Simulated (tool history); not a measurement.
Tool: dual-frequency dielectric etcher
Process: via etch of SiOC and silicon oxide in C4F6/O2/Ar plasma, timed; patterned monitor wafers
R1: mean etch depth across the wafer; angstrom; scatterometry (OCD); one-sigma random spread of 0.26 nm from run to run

run 1 hour=0.0 | source_power_(W)=350 bias_power_(W)=167 etch_time_(s)=63.0 | R1=679.66
run 2 hour=6.7 | source_power_(W)=370 bias_power_(W)=169 etch_time_(s)=63.0 | R1=697.71
run 3 hour=13.7 | source_power_(W)=370 bias_power_(W)=181 etch_time_(s)=63.0 | R1=722.31
run 4 hour=22.6 | source_power_(W)=370 bias_power_(W)=181 etch_time_(s)=63.0 | R1=713.93
run 5 hour=30.2 | source_power_(W)=370 bias_power_(W)=158 etch_time_(s)=63.0 | R1=681.81
run 6 hour=35.1 | source_power_(W)=380 bias_power_(W)=160 etch_time_(s)=63.0 | R1=696.10
run 7 hour=41.9 | source_power_(W)=390 bias_power_(W)=161 etch_time_(s)=63.0 | R1=702.64

The next listed run, before its measurement:
run 8 hour=50.3 | source_power_(W)=400 bias_power_(W)=162 etch_time_(s)=63.0 | R1=?

R1: 713.44 angstrom

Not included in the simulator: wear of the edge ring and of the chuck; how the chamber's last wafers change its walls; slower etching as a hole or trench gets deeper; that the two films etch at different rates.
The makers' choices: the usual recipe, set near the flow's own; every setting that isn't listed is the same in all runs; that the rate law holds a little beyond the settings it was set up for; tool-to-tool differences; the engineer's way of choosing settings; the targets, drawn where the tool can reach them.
